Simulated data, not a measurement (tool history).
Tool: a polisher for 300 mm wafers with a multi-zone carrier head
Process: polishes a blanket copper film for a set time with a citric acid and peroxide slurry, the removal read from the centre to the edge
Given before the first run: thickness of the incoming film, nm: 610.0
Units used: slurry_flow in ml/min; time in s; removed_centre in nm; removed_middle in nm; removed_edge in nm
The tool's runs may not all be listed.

run 1 day=0.000 | slurry_flow=255 centre_zone=1.00 middle_zone=1.00 edge_zone=1.00 slurry_solids=1.00 time=85 | removed_centre=195.93 removed_middle=204.630 removed_edge=196.33
run 2 day=0.204 | slurry_flow=255 centre_zone=1.02 middle_zone=0.97 edge_zone=1.00 slurry_solids=0.95 time=79 | removed_centre=185.32 removed_middle=182.990 removed_edge=185.32
run 3 day=0.442 | slurry_flow=255 centre_zone=1.02 middle_zone=1.03 edge_zone=1.00 slurry_solids=0.95 time=79 | removed_centre=186.48 removed_middle=189.060 removed_edge=182.73
run 4 day=0.796 | slurry_flow=255 centre_zone=1.02 middle_zone=1.03 edge_zone=1.00 slurry_solids=0.95 time=98 | removed_centre=233.52 removed_middle=235.260 removed_edge=229.03
run 5 day=0.850 | slurry_flow=250 centre_zone=1.04 middle_zone=1.01 edge_zone=0.99 slurry_solids=0.85 time=89 | removed_centre=212.90 removed_middle=197.520 removed_edge=197.63
run 6 day=0.912 | slurry_flow=245 centre_zone=1.03 middle_zone=0.99 edge_zone=0.98 slurry_solids=0.80 time=83 | removed_centre=190.48 removed_middle=183.820 removed_edge=182.86
run 7 day=1.058 | slurry_flow=245 centre_zone=1.13 middle_zone=0.89 edge_zone=1.06 slurry_solids=0.70 time=59 | removed_centre=143.60 removed_middle=112.400 removed_edge=128.87
run 8 day=1.404 | slurry_flow=240 centre_zone=1.10 middle_zone=0.88 edge_zone=1.01 slurry_solids=0.50 time=56 | removed_centre=119.14 removed_middle=94.490 removed_edge=104.60
run 9 day=1.483 | slurry_flow=245 centre_zone=1.11 middle_zone=0.89 edge_zone=1.02 slurry_solids=0.50 time=56 | removed_centre=114.31 removed_middle=96.976 removed_edge=110.20
run 10 day=1.746 | slurry_flow=245 centre_zone=1.11 middle_zone=0.89 edge_zone=1.02 slurry_solids=0.50 time=56 | removed_centre=116.92 removed_middle=97.117 removed_edge=107.70
run 11 day=1.862 | slurry_flow=260 centre_zone=1.16 middle_zone=0.91 edge_zone=1.08 slurry_solids=0.70 time=58 | removed_centre=139.16 removed_middle=115.840 removed_edge=125.52
run 12 day=2.138 | slurry_flow=255 centre_zone=1.15 middle_zone=0.89 edge_zone=1.07 slurry_solids=0.65 time=58 | removed_centre=138.46 removed_middle=110.650 removed_edge=123.76

Expected results for the next run?
run 13 day=2.458 | slurry_flow=255 centre_zone=1.15 middle_zone=0.89 edge_zone=1.06 slurry_solids=0.65 time=58 | removed_centre=? removed_middle=? removed_edge=?

{"run 13": {"removed_centre": 137.34, "removed_middle": 110.35, "removed_edge": 124.3}}

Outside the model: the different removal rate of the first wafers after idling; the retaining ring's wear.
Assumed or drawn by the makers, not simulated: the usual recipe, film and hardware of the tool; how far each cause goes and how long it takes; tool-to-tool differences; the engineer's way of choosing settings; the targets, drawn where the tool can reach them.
